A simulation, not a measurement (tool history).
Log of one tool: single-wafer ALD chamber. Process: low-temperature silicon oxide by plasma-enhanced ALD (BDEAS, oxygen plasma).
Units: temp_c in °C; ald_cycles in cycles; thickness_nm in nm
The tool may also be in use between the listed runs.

| run | hour | temp_c | ald_cycles | thickness_nm |
|---|---|---|---|---|
| 1 | 0.0 | 105 | 70 | 10.886 |
| 2 | 7.3 | 104 | 72 | 11.102 |
| 3 | 15.7 | 104 | 74 | 11.507 |
| 4 | 16.8 | 104 | 65 | 10.089 |
| 5 | 25.8 | 104 | 68 | 10.530 |
| 6 | 27.7 | 112 | 68 | 10.450 |
| 7 | 34.6 | 112 | 71 | 10.977 |
| 8 | 41.9 | 112 | 73 | 11.169 |
| 9 | 50.7 | 112 | 75 | 11.502 |

The next listed run, before its measurement:
| 10 | 59.6 | 112 | 76 | ? |

Run 10 gave thickness_nm 11.639 nm.
